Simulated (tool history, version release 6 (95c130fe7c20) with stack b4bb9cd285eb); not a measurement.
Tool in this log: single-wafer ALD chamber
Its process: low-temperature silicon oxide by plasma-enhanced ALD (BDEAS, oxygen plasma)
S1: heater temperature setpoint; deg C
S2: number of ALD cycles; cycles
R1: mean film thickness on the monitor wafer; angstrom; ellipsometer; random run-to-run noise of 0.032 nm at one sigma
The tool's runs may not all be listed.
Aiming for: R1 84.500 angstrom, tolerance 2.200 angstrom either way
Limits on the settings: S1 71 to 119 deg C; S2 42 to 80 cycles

Run 1, hour 0.0: S1 95 deg C, S2 61 cycles. Result: R1 93.752 angstrom.
Run 2, hour 4.2: S1 105 deg C, S2 61 cycles. Result: R1 90.912 angstrom.
Run 3, hour 10.5: S1 106 deg C, S2 60 cycles. Result: R1 89.580 angstrom.
Run 4, hour 11.6: S1 96 deg C, S2 60 cycles. Result: R1 92.476 angstrom.
Run 5, hour 14.1: S1 96 deg C, S2 53 cycles. Result: R1 80.633 angstrom.
Run 6, hour 22.8: S1 106 deg C, S2 53 cycles. Result: R1 79.056 angstrom.
Run 7, hour 30.9: S1 105 deg C, S2 54 cycles. Result: R1 80.316 angstrom.
Run 8, hour 36.9: S1 104 deg C, S2 55 cycles. Result: R1 82.510 angstrom.

Below are 4 possible settings for the next run. Only one of them brings all results inside the allowed miss of their targets. Which is it?
Run A, hour 42.9: S1 96 deg C, S2 52 cycles. Result: R1 ?.
Run B, hour 42.9: S1 103 deg C, S2 53 cycles. Result: R1 ?.
Run C, hour 42.9: S1 119 deg C, S2 55 cycles. Result: R1 ?.
Run D, hour 42.9: S1 101 deg C, S2 56 cycles. Result: R1 ?.

move      R1
   A  79.303
   B  79.197
   C  79.660
   D  84.001
A: lands further from the targets than the last run did
B: lands further from the targets than the last run did
C: lands further from the targets than the last run did
D: each result inside its tolerance
Answer: D

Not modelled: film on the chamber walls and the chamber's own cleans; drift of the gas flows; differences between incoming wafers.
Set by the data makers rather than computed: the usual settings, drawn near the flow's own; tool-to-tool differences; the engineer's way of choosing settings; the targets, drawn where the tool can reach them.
